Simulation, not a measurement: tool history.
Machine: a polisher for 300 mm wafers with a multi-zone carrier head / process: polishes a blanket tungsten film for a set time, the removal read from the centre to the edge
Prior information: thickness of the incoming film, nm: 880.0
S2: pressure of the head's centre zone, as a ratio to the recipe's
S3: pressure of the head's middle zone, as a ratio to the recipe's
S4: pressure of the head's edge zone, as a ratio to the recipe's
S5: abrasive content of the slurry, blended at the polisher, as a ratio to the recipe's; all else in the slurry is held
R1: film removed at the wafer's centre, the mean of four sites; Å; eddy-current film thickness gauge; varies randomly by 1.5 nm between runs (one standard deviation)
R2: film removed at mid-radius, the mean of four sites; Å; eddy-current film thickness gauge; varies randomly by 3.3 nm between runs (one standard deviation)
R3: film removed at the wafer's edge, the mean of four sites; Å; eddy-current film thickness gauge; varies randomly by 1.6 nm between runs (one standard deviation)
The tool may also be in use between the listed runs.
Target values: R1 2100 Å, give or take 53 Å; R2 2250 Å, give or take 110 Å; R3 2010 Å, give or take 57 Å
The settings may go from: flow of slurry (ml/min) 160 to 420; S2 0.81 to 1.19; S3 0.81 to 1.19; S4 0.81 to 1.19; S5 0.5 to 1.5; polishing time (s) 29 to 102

run 1 day=0 | flow_of_slurry_(ml/min)=270 S2=1 S3=1 S4=1 S5=1 polishing_time_(s)=65 | R1=2693.5 R2=2634.1 R3=2720
run 2 day=0.067 | flow_of_slurry_(ml/min)=305 S2=1 S3=1 S4=1 S5=1 polishing_time_(s)=65 | R1=2774.5 R2=2625.5 R3=2755.1
run 3 day=0.229 | flow_of_slurry_(ml/min)=255 S2=1 S3=1 S4=1 S5=1 polishing_time_(s)=65 | R1=2711.2 R2=2595.2 R3=2697.4
run 4 day=0.467 | flow_of_slurry_(ml/min)=255 S2=0.95 S3=1 S4=1 S5=1 polishing_time_(s)=65 | R1=2586 R2=2659.6 R3=2693.8
run 5 day=0.783 | flow_of_slurry_(ml/min)=255 S2=0.95 S3=1 S4=1 S5=1 polishing_time_(s)=80 | R1=3141.7 R2=3241.1 R3=3288.2
run 6 day=0.808 | flow_of_slurry_(ml/min)=255 S2=0.95 S3=1 S4=1 S5=1 polishing_time_(s)=89 | R1=3510.6 R2=3575.2 R3=3686.9
run 7 day=1.104 | flow_of_slurry_(ml/min)=245 S2=0.95 S3=1.01 S4=0.94 S5=0.85 polishing_time_(s)=79 | R1=3024 R2=3175.4 R3=3089.2
run 8 day=1.279 | flow_of_slurry_(ml/min)=235 S2=0.96 S3=1.01 S4=0.9 S5=0.75 polishing_time_(s)=70 | R1=2626.2 R2=2720.3 R3=2612.5
run 9 day=1.517 | flow_of_slurry_(ml/min)=230 S2=0.96 S3=1.02 S4=0.87 S5=0.65 polishing_time_(s)=66 | R1=2404 R2=2482.9 R3=2356.3
run 10 day=1.8 | flow_of_slurry_(ml/min)=225 S2=0.96 S3=1.03 S4=0.85 S5=0.6 polishing_time_(s)=64 | R1=2339.6 R2=2409 R3=2228.2
run 11 day=1.825 | flow_of_slurry_(ml/min)=220 S2=0.95 S3=1.04 S4=0.84 S5=0.55 polishing_time_(s)=63 | R1=2209.9 R2=2258.1 R3=2147.1
run 12 day=1.9 | flow_of_slurry_(ml/min)=215 S2=0.95 S3=1.07 S4=0.83 S5=0.55 polishing_time_(s)=62 | R1=2178 R2=2279.5 R3=2070.3
run 13 day=2.012 | flow_of_slurry_(ml/min)=205 S2=0.94 S3=1.08 S4=0.82 S5=0.55 polishing_time_(s)=62 | R1=2116.9 R2=2324.9 R3=2072.1
run 14 day=2.129 | flow_of_slurry_(ml/min)=205 S2=0.94 S3=1.08 S4=0.82 S5=0.55 polishing_time_(s)=62 | R1=2130.6 R2=2327.7 R3=2088

Exactly one of the 5 candidate moves below puts every result within its allowed miss. Which one?
run A day=2.246 | flow_of_slurry_(ml/min)=285 S2=0.95 S3=1.07 S4=0.83 S5=0.5 polishing_time_(s)=60 | R1=? R2=? R3=?
run B day=2.246 | flow_of_slurry_(ml/min)=230 S2=0.94 S3=1.05 S4=0.87 S5=0.55 polishing_time_(s)=62 | R1=? R2=? R3=?
run C day=2.246 | flow_of_slurry_(ml/min)=275 S2=1.03 S3=0.98 S4=0.98 S5=0.5 polishing_time_(s)=55 | R1=? R2=? R3=?
run D day=2.246 | flow_of_slurry_(ml/min)=220 S2=0.91 S3=1.06 S4=0.84 S5=0.55 polishing_time_(s)=62 | R1=? R2=? R3=?
run E day=2.246 | flow_of_slurry_(ml/min)=190 S2=0.92 S3=1.06 S4=0.82 S5=0.5 polishing_time_(s)=61 | R1=? R2=? R3=?

move=A R1=2089.1 R2=2233.9 R3=2000.6
move=B R1=2133 R2=2275.6 R3=2119.9
move=C R1=2070.5 R2=1906.4 R3=1974.3
move=D R1=2056.6 R2=2285.2 R3=2081.9
move=E R1=1987 R2=2186.2 R3=1977
A: in spec on every target
B: moves away from the targets compared with the last run
C: brings the last run's worst result on target, with another outside its allowed miss
D: closes in on the targets versus the last run, not all within tolerance yet
E: brings the last run's worst result on target, with another outside its allowed miss
Answer: A
